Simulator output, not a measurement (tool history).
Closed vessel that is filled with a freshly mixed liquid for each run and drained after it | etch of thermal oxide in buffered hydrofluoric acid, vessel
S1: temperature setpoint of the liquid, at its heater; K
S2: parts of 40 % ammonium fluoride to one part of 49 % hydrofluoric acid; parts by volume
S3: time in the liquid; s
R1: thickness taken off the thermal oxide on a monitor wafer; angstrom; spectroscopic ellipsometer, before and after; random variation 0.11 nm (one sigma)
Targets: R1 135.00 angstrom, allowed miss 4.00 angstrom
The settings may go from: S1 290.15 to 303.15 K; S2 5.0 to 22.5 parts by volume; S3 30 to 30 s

run	day	S1	S2	S3	R1
1	0.000	295.15	13.5	30	255.87
2	0.083	293.65	15.0	30	208.53
3	0.425	292.65	16.0	30	185.76
4	0.550	292.65	16.0	30	188.46
5	0.838	291.15	16.0	30	173.00
6	1.208	290.15	16.0	30	162.23
7	1.375	290.15	17.0	30	154.38
8	1.450	290.15	17.5	30	150.06
9	1.583	290.15	18.0	30	145.20

5 next moves are on the table. One of them brings every result within its allowed miss. Which?
A	1.717	290.65	18.5	30	?
B	1.717	290.15	20.5	30	?
C	1.717	290.15	21.5	30	?
D	1.717	290.15	19.5	30	?
E	1.717	290.15	21.0	30	?

move	R1
A	145.97
B	129.11
C	124.93
D	134.67
E	126.98
A: further off than the last run
B: takes the result that was furthest off past its target
C: takes the result that was furthest off past its target
D: meets every target
E: takes the result that was furthest off past its target
Answer: D

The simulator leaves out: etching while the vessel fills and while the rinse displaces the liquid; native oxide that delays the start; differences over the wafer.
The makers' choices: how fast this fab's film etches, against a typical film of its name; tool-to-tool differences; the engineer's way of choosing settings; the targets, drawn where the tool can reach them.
